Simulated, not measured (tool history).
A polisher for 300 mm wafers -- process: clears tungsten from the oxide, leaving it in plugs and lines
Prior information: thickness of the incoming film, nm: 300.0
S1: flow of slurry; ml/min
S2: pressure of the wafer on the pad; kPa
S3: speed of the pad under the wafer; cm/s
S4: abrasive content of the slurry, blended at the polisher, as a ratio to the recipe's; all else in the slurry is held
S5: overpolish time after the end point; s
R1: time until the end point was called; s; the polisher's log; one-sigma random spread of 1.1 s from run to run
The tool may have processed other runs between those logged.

Run 1, hour 0.0: S1 140 ml/min, S2 23.4 kPa, S3 86 cm/s, S4 1.0, S5 6 s. Result: R1 91.403 s.
Run 2, hour 4.3: S1 155 ml/min, S2 23.4 kPa, S3 86 cm/s, S4 1.0, S5 6 s. Result: R1 91.804 s.
Run 3, hour 11.0: S1 155 ml/min, S2 28.3 kPa, S3 86 cm/s, S4 1.0, S5 6 s. Result: R1 75.038 s.
Run 4, hour 16.8: S1 155 ml/min, S2 29.0 kPa, S3 86 cm/s, S4 1.0, S5 6 s. Result: R1 75.332 s.
Run 5, hour 22.3: S1 155 ml/min, S2 29.0 kPa, S3 86 cm/s, S4 0.9, S5 6 s. Result: R1 75.900 s.
Run 6, hour 25.4: S1 155 ml/min, S2 29.6 kPa, S3 86 cm/s, S4 0.9, S5 6 s. Result: R1 77.248 s.
Run 7, hour 28.6: S1 155 ml/min, S2 30.3 kPa, S3 86 cm/s, S4 0.9, S5 6 s. Result: R1 73.214 s.

Run 8 has not been measured yet. What should we expect?
Run 8, hour 35.3: S1 155 ml/min, S2 31.0 kPa, S3 86 cm/s, S4 0.9, S5 6 s. Result: R1 ?.

R1: 71.208 s
